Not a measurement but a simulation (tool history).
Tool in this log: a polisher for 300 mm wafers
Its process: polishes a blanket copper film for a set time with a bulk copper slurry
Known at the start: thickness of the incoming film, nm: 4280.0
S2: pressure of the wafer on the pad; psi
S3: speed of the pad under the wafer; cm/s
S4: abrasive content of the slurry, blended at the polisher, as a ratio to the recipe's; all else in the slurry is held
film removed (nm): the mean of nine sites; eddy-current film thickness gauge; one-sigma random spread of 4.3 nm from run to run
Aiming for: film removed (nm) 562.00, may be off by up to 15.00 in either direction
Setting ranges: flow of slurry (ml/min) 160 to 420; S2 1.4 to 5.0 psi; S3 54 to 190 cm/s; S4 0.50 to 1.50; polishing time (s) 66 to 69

run 1 hour=0.0 | flow_of_slurry_(ml/min)=270 S2=3.2 S3=122 S4=1.00 polishing_time_(s)=66 | film_removed_(nm)=927.64
run 2 hour=3.1 | flow_of_slurry_(ml/min)=270 S2=3.0 S3=122 S4=1.00 polishing_time_(s)=66 | film_removed_(nm)=875.79
run 3 hour=6.4 | flow_of_slurry_(ml/min)=270 S2=2.8 S3=122 S4=1.00 polishing_time_(s)=66 | film_removed_(nm)=838.50
run 4 hour=7.6 | flow_of_slurry_(ml/min)=270 S2=2.6 S3=122 S4=1.00 polishing_time_(s)=66 | film_removed_(nm)=796.21
run 5 hour=15.6 | flow_of_slurry_(ml/min)=270 S2=2.4 S3=122 S4=1.00 polishing_time_(s)=66 | film_removed_(nm)=766.28
run 6 hour=21.7 | flow_of_slurry_(ml/min)=325 S2=2.4 S3=122 S4=1.00 polishing_time_(s)=66 | film_removed_(nm)=767.26
run 7 hour=25.5 | flow_of_slurry_(ml/min)=325 S2=2.3 S3=120 S4=1.00 polishing_time_(s)=66 | film_removed_(nm)=736.96
run 8 hour=32.4 | flow_of_slurry_(ml/min)=310 S2=1.4 S3=118 S4=1.00 polishing_time_(s)=66 | film_removed_(nm)=535.19
run 9 hour=33.6 | flow_of_slurry_(ml/min)=325 S2=1.6 S3=118 S4=1.00 polishing_time_(s)=66 | film_removed_(nm)=585.74
run 10 hour=39.6 | flow_of_slurry_(ml/min)=320 S2=1.6 S3=118 S4=1.00 polishing_time_(s)=66 | film_removed_(nm)=583.19

Exercise: of the 5 proposed moves below, exactly one satisfies all targets within the stated allowed misses. Which move is it?
run A hour=45.6 | flow_of_slurry_(ml/min)=350 S2=1.4 S3=116 S4=1.15 polishing_time_(s)=68 | film_removed_(nm)=?
run B hour=45.6 | flow_of_slurry_(ml/min)=325 S2=1.8 S3=112 S4=1.00 polishing_time_(s)=67 | film_removed_(nm)=?
run C hour=45.6 | flow_of_slurry_(ml/min)=355 S2=1.4 S3=142 S4=0.70 polishing_time_(s)=67 | film_removed_(nm)=?
run D hour=45.6 | flow_of_slurry_(ml/min)=300 S2=1.6 S3=120 S4=0.95 polishing_time_(s)=69 | film_removed_(nm)=?
run E hour=45.6 | flow_of_slurry_(ml/min)=275 S2=1.8 S3=112 S4=0.95 polishing_time_(s)=67 | film_removed_(nm)=?

move=A film_removed_(nm)=566.66
move=B film_removed_(nm)=605.21
move=C film_removed_(nm)=597.54
move=D film_removed_(nm)=605.29
move=E film_removed_(nm)=591.13
A: meets every target
B: misses by more than the last run did
C: misses by more than the last run did
D: misses by more than the last run did
E: misses by more than the last run did
So the answer is move A, the one that meets all the targets.

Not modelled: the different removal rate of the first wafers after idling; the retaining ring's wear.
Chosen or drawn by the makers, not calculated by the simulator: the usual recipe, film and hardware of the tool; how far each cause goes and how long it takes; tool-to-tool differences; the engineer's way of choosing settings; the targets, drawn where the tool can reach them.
